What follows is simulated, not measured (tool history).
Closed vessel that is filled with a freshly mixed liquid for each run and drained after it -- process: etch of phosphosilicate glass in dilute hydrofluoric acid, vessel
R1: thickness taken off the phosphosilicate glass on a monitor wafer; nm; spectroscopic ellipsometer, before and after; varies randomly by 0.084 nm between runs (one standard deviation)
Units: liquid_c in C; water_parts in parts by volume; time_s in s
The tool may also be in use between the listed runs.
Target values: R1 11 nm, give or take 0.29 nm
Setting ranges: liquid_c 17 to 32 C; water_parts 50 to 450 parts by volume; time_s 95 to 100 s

{"run": 1, "day": 0.0, "liquid_c": 24, "water_parts": 250, "time_s": 95, "R1": 23.678}
{"run": 2, "day": 0.325, "liquid_c": 21.5, "water_parts": 285, "time_s": 95, "R1": 18.47}
{"run": 3, "day": 0.538, "liquid_c": 20, "water_parts": 315, "time_s": 95, "R1": 15.451}
{"run": 4, "day": 0.842, "liquid_c": 20, "water_parts": 315, "time_s": 95, "R1": 15.441}
{"run": 5, "day": 0.938, "liquid_c": 20, "water_parts": 315, "time_s": 100, "R1": 16.059}
{"run": 6, "day": 1.192, "liquid_c": 22, "water_parts": 315, "time_s": 100, "R1": 17.258}
{"run": 7, "day": 1.512, "liquid_c": 20.5, "water_parts": 340, "time_s": 100, "R1": 15.085}
{"run": 8, "day": 1.879, "liquid_c": 19.5, "water_parts": 355, "time_s": 100, "R1": 13.851}
{"run": 9, "day": 2.196, "liquid_c": 19, "water_parts": 370, "time_s": 100, "R1": 12.783}
{"run": 10, "day": 2.254, "liquid_c": 18.5, "water_parts": 380, "time_s": 100, "R1": 11.922}
{"run": 11, "day": 2.588, "liquid_c": 18, "water_parts": 385, "time_s": 100, "R1": 11.55}
{"run": 12, "day": 2.817, "liquid_c": 17.5, "water_parts": 385, "time_s": 100, "R1": 11.319}

Exercise: of the 4 proposed moves below, exactly one satisfies all targets within the stated allowed misses. Which move is it?
{"run": "A", "day": 3.046, "liquid_c": 17, "water_parts": 350, "time_s": 95, "R1": "?"}
{"run": "B", "day": 3.046, "liquid_c": 17, "water_parts": 365, "time_s": 100, "R1": "?"}
{"run": "C", "day": 3.046, "liquid_c": 18, "water_parts": 400, "time_s": 100, "R1": "?"}
{"run": "D", "day": 3.046, "liquid_c": 17.5, "water_parts": 380, "time_s": 100, "R1": "?"}

move=A R1=11.944
move=B R1=11.912
move=C R1=10.961
move=D R1=11.514
A: misses by more than the last run did
B: misses by more than the last run did
C: every result within its allowed miss
D: misses by more than the last run did
The move that meets every target is C.
